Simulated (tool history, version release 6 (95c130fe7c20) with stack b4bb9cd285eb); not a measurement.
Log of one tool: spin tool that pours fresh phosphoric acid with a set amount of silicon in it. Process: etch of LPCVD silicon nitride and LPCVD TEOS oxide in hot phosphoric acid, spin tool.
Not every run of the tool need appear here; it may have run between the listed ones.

| run | hour | temperature setpoint of the liquid (°C) | silicon dissolved in the acid as it is poured (mg a litre) | time under the liquid (s) | thickness taken off the LPCVD silicon nitride on a monitor wafer (angstrom) | thickness taken off the LPCVD TEOS oxide on a monitor wafer (angstrom) |
|---|---|---|---|---|---|---|
| 1 | 0.0 | 159.0 | 15.5 | 180 | 161.12 | 7.5040 |
| 2 | 8.2 | 160.0 | 16.5 | 185 | 170.97 | 7.9575 |
| 3 | 11.2 | 160.0 | 11.5 | 185 | 170.97 | 8.5396 |
| 4 | 18.3 | 160.0 | 11.5 | 255 | 236.11 | 12.6740 |
| 5 | 22.0 | 161.0 | 11.5 | 255 | 244.22 | 13.9010 |
| 6 | 26.7 | 160.5 | 12.0 | 255 | 239.79 | 13.1390 |
| 7 | 32.0 | 160.0 | 12.5 | 255 | 235.77 | 11.4940 |

The next listed run, before its measurement:
| 8 | 40.2 | 159.5 | 11.5 | 255 | ? | ? |

{"run 8": {"thickness taken off the LPCVD silicon nitride on a monitor wafer (angstrom)": 232.36, "thickness taken off the LPCVD TEOS oxide on a monitor wafer (angstrom)": 11.13}}
